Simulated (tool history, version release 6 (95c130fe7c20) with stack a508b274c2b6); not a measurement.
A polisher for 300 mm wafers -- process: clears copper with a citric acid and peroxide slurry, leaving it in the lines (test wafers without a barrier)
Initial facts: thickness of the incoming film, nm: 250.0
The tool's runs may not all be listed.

run  hour  flow of slurry (ml/min)  pressure of the wafer on the pad (psi)  speed of the pad under the wafer (m/s)  abrasive content of the slurry  overpolish time after the end point (s)  time until the end point was called (s)  dishing of a wide line in a test structure (angstrom)
  1     0                      125                                     4.2                                    0.88                               1                                       11                                   81.597                                                 266.13
  2   2.9                      150                                     4.2                                    0.88                               1                                       11                                   79.363                                                 264.02
  3   3.5                      145                                       4                                    0.88                               1                                       11                                   82.599                                                 260.87
  4   5.1                      140                                     3.8                                    0.88                               1                                       11                                    87.72                                                 241.76
  5   5.7                      140                                     4.6                                    0.88                               1                                       11                                   74.501                                                 285.56
  6   8.4                      135                                     4.3                                    0.88                               1                                       11                                   78.447                                                 266.29
  7   9.3                      130                                     4.1                                    0.88                               1                                       11                                   82.829                                                 257.12
  8    16                      125                                     3.9                                    0.88                               1                                       11                                   84.776                                                  251.8
  9  24.4                      125                                     3.7                                    0.88                               1                                       11                                   89.103                                                 234.59

The next listed run, before its measurement:
 10  32.6                      125                                     3.5                                    0.88                               1                                       12                                        ?                                                      ?

Run 10 produced time until the end point was called (s) 93.278, dishing of a wide line in a test structure (angstrom) 250.23.
